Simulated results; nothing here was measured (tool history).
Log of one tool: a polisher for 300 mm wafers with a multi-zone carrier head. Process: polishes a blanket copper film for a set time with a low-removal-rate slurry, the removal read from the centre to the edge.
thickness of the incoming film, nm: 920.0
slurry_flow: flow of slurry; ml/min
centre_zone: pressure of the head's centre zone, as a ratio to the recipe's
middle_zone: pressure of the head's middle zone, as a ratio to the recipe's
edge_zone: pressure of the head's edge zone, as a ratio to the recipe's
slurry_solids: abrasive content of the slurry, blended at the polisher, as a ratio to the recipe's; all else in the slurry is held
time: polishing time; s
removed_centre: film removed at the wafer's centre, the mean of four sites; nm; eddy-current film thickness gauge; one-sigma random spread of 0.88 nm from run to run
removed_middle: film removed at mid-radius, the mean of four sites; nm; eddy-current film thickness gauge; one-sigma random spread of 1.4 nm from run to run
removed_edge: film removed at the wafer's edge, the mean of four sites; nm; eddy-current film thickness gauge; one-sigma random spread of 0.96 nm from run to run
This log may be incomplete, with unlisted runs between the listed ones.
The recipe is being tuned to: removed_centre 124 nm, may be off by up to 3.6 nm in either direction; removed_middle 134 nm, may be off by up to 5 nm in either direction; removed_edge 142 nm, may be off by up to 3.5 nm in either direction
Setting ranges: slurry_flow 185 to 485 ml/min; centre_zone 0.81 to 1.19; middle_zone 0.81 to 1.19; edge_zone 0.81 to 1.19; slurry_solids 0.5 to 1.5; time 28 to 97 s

| run | hour | slurry_flow | centre_zone | middle_zone | edge_zone | slurry_solids | time | removed_centre | removed_middle | removed_edge |
|---|---|---|---|---|---|---|---|---|---|---|
| 1 | 0 | 310 | 1 | 1 | 1 | 1 | 62 | 209.91 | 216.52 | 223.5 |
| 2 | 5.9 | 300 | 0.96 | 0.97 | 0.96 | 0.85 | 57 | 174.9 | 181.45 | 191.39 |
| 3 | 11.2 | 295 | 0.93 | 0.96 | 0.92 | 0.75 | 55 | 160.79 | 172.34 | 174.72 |
| 4 | 18.3 | 295 | 0.93 | 0.96 | 0.97 | 0.75 | 55 | 159.39 | 169.6 | 180.93 |
| 5 | 27.1 | 285 | 0.9 | 0.93 | 0.93 | 0.65 | 54 | 146.6 | 156.76 | 166.72 |
| 6 | 34.2 | 350 | 0.9 | 0.93 | 0.93 | 0.65 | 54 | 147.93 | 158.83 | 169.04 |
| 7 | 43.2 | 350 | 0.88 | 0.91 | 0.9 | 0.6 | 53 | 136.83 | 149.07 | 158.92 |
| 8 | 49.4 | 350 | 0.87 | 0.89 | 0.87 | 0.55 | 53 | 134.01 | 143.14 | 151.46 |
| 9 | 54 | 350 | 0.87 | 0.89 | 0.87 | 0.55 | 53 | 133.29 | 141.89 | 151.54 |
| 10 | 60.6 | 350 | 0.86 | 0.88 | 0.85 | 0.55 | 53 | 133.47 | 140.74 | 151.19 |
| 11 | 68.9 | 350 | 0.85 | 0.88 | 0.84 | 0.55 | 53 | 129.98 | 138.62 | 148.09 |
| 12 | 74.8 | 350 | 0.85 | 0.88 | 0.84 | 0.55 | 53 | 130.62 | 138.36 | 152.01 |
| 13 | 81.9 | 350 | 0.85 | 0.89 | 0.84 | 0.55 | 52 | 127.97 | 137.87 | 145.82 |
| 14 | 88.4 | 350 | 0.84 | 0.89 | 0.83 | 0.55 | 52 | 128.06 | 142.18 | 143.61 |
| 15 | 96.2 | 350 | 0.84 | 0.88 | 0.83 | 0.55 | 52 | 128.48 | 136.78 | 144.68 |
| 16 | 99.4 | 350 | 0.83 | 0.88 | 0.83 | 0.55 | 52 | 123.55 | 140.05 | 144.92 |

Which of these 5 next moves meets every target?
| A | 102.6 | 415 | 0.89 | 0.94 | 0.81 | 0.55 | 51 | ? | ? | ? |
| B | 102.6 | 240 | 0.88 | 0.89 | 0.86 | 0.7 | 47 | ? | ? | ? |
| C | 102.6 | 350 | 0.83 | 0.96 | 0.81 | 0.65 | 48 | ? | ? | ? |
| D | 102.6 | 300 | 0.87 | 1.04 | 0.81 | 0.65 | 47 | ? | ? | ? |
| E | 102.6 | 290 | 0.94 | 0.94 | 0.81 | 0.5 | 50 | ? | ? | ? |

| move | removed_centre | removed_middle | removed_edge |
|---|---|---|---|
| A | 133.96 | 146.87 | 142.11 |
| B | 126.26 | 134.31 | 140.8 |
| C | 122.11 | 146.38 | 139.38 |
| D | 124.21 | 151.95 | 135.4 |
| E | 131.78 | 137 | 133.22 |
A: further off than the last run
B: hits every target within its allowed miss
C: further off than the last run
D: further off than the last run
E: the furthest-off result lands on target, but another misses its tolerance
The right move is B.
